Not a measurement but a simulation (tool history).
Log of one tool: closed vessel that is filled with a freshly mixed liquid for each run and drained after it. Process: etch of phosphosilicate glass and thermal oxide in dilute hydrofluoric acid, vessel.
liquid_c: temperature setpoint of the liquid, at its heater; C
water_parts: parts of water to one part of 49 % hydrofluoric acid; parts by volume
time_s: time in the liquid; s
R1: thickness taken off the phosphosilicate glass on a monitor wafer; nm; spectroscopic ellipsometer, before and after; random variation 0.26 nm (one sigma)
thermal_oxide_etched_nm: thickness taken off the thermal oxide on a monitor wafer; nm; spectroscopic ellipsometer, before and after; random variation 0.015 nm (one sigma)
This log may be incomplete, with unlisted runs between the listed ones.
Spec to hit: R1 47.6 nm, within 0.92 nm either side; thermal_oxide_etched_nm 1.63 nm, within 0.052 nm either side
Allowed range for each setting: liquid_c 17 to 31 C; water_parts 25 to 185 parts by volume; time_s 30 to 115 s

{"run": 1, "day": 0.0, "liquid_c": 23, "water_parts": 105, "time_s": 60, "R1": 76.665, "thermal_oxide_etched_nm": 2.6543}
{"run": 2, "day": 0.179, "liquid_c": 22.5, "water_parts": 110, "time_s": 60, "R1": 71.6, "thermal_oxide_etched_nm": 2.4611}
{"run": 3, "day": 0.554, "liquid_c": 22.5, "water_parts": 75, "time_s": 60, "R1": 110.58, "thermal_oxide_etched_nm": 3.8365}
{"run": 4, "day": 0.825, "liquid_c": 22, "water_parts": 80, "time_s": 60, "R1": 99.375, "thermal_oxide_etched_nm": 3.4563}
{"run": 5, "day": 1.075, "liquid_c": 22, "water_parts": 80, "time_s": 80, "R1": 135.49, "thermal_oxide_etched_nm": 4.5712}
{"run": 6, "day": 1.421, "liquid_c": 21.5, "water_parts": 90, "time_s": 80, "R1": 115.31, "thermal_oxide_etched_nm": 3.9806}
{"run": 7, "day": 1.671, "liquid_c": 18, "water_parts": 130, "time_s": 75, "R1": 62.408, "thermal_oxide_etched_nm": 2.1464}
{"run": 8, "day": 1.742, "liquid_c": 18, "water_parts": 135, "time_s": 75, "R1": 59.481, "thermal_oxide_etched_nm": 2.0671}
{"run": 9, "day": 2.05, "liquid_c": 17.5, "water_parts": 145, "time_s": 75, "R1": 53.651, "thermal_oxide_etched_nm": 1.8253}
{"run": 10, "day": 2.408, "liquid_c": 17, "water_parts": 150, "time_s": 75, "R1": 50.992, "thermal_oxide_etched_nm": 1.75}
{"run": 11, "day": 2.629, "liquid_c": 17, "water_parts": 155, "time_s": 75, "R1": 48.639, "thermal_oxide_etched_nm": 1.6571}

5 candidate next runs follow, results not yet known. Just one meets every target within its allowed miss. Identify it.
{"run": "A", "day": 2.85, "liquid_c": 17.5, "water_parts": 180, "time_s": 80, "R1": "?", "thermal_oxide_etched_nm": "?"}
{"run": "B", "day": 2.85, "liquid_c": 18.5, "water_parts": 175, "time_s": 75, "R1": "?", "thermal_oxide_etched_nm": "?"}
{"run": "C", "day": 2.85, "liquid_c": 17, "water_parts": 130, "time_s": 60, "R1": "?", "thermal_oxide_etched_nm": "?"}
{"run": "D", "day": 2.85, "liquid_c": 17, "water_parts": 95, "time_s": 40, "R1": "?", "thermal_oxide_etched_nm": "?"}
{"run": "E", "day": 2.85, "liquid_c": 18.5, "water_parts": 155, "time_s": 65, "R1": "?", "thermal_oxide_etched_nm": "?"}

move=A R1=44.26 thermal_oxide_etched_nm=1.5303
move=B R1=44.633 thermal_oxide_etched_nm=1.5432
move=C R1=47.272 thermal_oxide_etched_nm=1.6345
move=D R1=44.694 thermal_oxide_etched_nm=1.5453
move=E R1=44.543 thermal_oxide_etched_nm=1.5401
A: moves the result that the last run missed by most past its target, out the other side
B: moves the result that the last run missed by most past its target, out the other side
C: every result within its allowed miss
D: moves the result that the last run missed by most past its target, out the other side
E: moves the result that the last run missed by most past its target, out the other side
C meets every target.
